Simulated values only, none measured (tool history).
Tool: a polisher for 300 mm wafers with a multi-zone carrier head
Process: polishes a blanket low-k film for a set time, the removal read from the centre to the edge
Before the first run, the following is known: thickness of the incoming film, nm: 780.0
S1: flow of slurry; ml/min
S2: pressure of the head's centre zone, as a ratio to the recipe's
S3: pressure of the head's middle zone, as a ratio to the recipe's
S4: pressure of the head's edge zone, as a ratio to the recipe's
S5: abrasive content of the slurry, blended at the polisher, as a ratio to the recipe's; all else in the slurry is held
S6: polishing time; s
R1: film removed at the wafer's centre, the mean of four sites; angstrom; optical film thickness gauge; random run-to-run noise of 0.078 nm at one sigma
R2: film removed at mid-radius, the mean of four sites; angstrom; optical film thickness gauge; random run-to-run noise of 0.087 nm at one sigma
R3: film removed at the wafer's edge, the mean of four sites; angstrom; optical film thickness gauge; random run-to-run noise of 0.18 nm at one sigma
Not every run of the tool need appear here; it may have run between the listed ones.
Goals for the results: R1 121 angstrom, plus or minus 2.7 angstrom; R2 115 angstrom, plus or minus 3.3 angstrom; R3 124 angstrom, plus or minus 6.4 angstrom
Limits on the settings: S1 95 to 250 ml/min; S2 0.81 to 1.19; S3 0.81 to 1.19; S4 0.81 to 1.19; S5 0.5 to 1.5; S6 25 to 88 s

run	hour	S1	S2	S3	S4	S5	S6	R1	R2	R3
1	0	160	1	1	1	1	56	152.95	151.67	152.22
2	0.7	155	0.99	0.98	0.99	1	56	150.22	149.94	155.63
3	9.6	155	1.04	0.98	0.99	1	56	156.88	147.59	155.56
4	14.6	155	1.08	0.98	0.99	1	56	160.72	148.1	158.12
# hour 18.1: worn pad replaced by a new one
5	18.1	155	1.08	1.06	0.99	1	56	190.22	185.14	177.57
6	23	155	1.08	1.06	0.99	1	51	170.96	168.51	161.38
7	28.1	155	1.07	1.04	0.98	1	51	169.24	165.27	160.62
8	36	160	1.06	1.02	0.97	1	51	168.43	162.16	161.64
9	42.9	125	0.96	0.92	0.87	0.75	50	125.74	121.86	128.39

Of the 4 settings listed for the next run, only one would bring every result within its allowed miss of target. Which one?
A	49.8	120	0.99	0.92	0.9	0.7	54	?	?	?
B	49.8	130	0.95	0.97	0.83	0.8	47	?	?	?
C	49.8	175	0.93	0.99	0.89	0.75	46	?	?	?
D	49.8	105	0.98	0.92	0.9	0.7	50	?	?	?

move	R1	R2	R3
A	135.02	125.35	133.94
B	123.69	124.15	123.22
C	119.88	124.04	122.34
D	121.32	113.91	122.39
A: its largest miss is bigger than the last run's
B: its largest miss is bigger than the last run's
C: its largest miss is bigger than the last run's
D: in spec on every target
D is the move that brings every result within its allowed miss.

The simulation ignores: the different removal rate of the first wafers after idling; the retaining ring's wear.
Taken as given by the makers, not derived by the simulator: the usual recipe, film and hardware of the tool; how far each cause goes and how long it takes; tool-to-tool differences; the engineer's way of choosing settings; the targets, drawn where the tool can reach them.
